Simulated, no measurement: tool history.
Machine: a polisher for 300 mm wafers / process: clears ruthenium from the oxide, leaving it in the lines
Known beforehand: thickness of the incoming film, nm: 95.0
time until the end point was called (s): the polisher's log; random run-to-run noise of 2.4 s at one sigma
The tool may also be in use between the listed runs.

| run | hour | flow of slurry (ml/min) | pressure of the wafer on the pad (kPa) | speed of the pad under the wafer (m/s) | overpolish time after the end point (s) | time until the end point was called (s) |
|---|---|---|---|---|---|---|
| 1 | 0 | 190 | 13.8 | 0.8 | 6 | 91.684 |
| 2 | 2.7 | 190 | 12.4 | 0.8 | 6 | 106.44 |
| 3 | 8 | 190 | 10.3 | 0.78 | 6 | 122.7 |
| 4 | 12.2 | 190 | 11.7 | 0.78 | 6 | 111.78 |
| 5 | 21 | 215 | 11.7 | 0.78 | 6 | 109.24 |
| 6 | 25.4 | 215 | 11.7 | 0.78 | 6 | 109.78 |
| 7 | 26.8 | 210 | 9.7 | 0.72 | 6 | 142.92 |
| 8 | 32.4 | 210 | 8.3 | 0.7 | 6 | 169.04 |

What will run 9 give?
| 9 | 40.1 | 210 | 7.6 | 0.7 | 6 | ? |

{"run 9": {"time until the end point was called (s)": 187.87}}
